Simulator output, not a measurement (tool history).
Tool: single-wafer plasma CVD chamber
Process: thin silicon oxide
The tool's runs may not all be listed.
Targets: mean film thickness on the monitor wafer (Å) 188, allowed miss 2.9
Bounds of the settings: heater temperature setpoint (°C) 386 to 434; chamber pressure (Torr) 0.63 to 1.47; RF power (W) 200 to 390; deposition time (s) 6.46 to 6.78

run	day	heater temperature setpoint (°C)	chamber pressure (Torr)	RF power (W)	deposition time (s)	mean film thickness on the monitor wafer (Å)
1	0	410	1.05	295	6.78	144.05
2	0.346	410	1.1	295	6.78	148.82
3	0.708	410	0.99	295	6.78	138.16
4	0.821	410	1.11	295	6.78	149.61
5	0.912	410	1.15	295	6.78	151.05
6	1.038	410	1.15	295	6.46	144.7
7	1.112	410	1.36	335	6.53	171.33
8	1.308	410	1.37	340	6.54	174.1
# day 1.388: capacitance manometer re-zeroed and calibrated
9	1.388	410	1.38	340	6.54	177.13
10	1.504	410	1.39	340	6.54	178.21
11	1.85	410	1.4	340	6.54	177.27
12	2.212	410	1.41	340	6.54	179.05
13	2.508	410	1.42	340	6.54	177.73

5 next moves are on the table. One of them brings every result within its allowed miss. Which?
A	2.804	411	1.38	340	6.62	?
B	2.804	408	1.47	345	6.74	?
C	2.804	408	1.42	345	6.65	?
D	2.804	417	1.24	335	6.63	?
E	2.804	404	1.4	345	6.69	?

move	mean film thickness on the monitor wafer (Å)
A	179.52
B	188.86
C	183.97
D	170.81
E	184.63
A: nearer than the last run, and not there yet
B: meets every target
C: nearer than the last run, and not there yet
D: further off than the last run
E: nearer than the last run, and not there yet
Move B is the one to make.

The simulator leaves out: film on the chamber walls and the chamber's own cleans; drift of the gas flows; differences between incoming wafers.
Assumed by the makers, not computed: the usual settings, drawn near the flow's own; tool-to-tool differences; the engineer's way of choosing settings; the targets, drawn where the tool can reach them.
